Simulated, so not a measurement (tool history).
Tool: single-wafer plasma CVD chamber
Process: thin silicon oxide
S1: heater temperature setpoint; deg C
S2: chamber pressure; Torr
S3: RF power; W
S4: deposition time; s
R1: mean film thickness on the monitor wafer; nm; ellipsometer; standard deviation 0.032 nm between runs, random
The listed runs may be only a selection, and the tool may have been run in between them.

run 1 hour=0.0 | S1=420 S2=0.810 S3=305 S4=5.77 | R1=10.4300
run 2 hour=7.0 | S1=420 S2=0.915 S3=305 S4=5.77 | R1=11.6260
run 3 hour=11.9 | S1=420 S2=0.915 S3=290 S4=5.77 | R1=11.2640
run 4 hour=14.2 | S1=420 S2=0.791 S3=290 S4=5.77 | R1=9.8776
run 5 hour=21.2 | S1=420 S2=0.879 S3=290 S4=5.77 | R1=10.9290
run 6 hour=25.8 | S1=420 S2=0.879 S3=290 S4=5.77 | R1=10.9050
run 7 hour=31.7 | S1=420 S2=0.835 S3=290 S4=5.77 | R1=10.4180
run 8 hour=33.8 | S1=420 S2=0.802 S3=290 S4=5.77 | R1=9.9891

What will run 9 give?
run 9 hour=41.4 | S1=420 S2=0.781 S3=290 S4=5.77 | R1=?

R1: 9.7903 nm
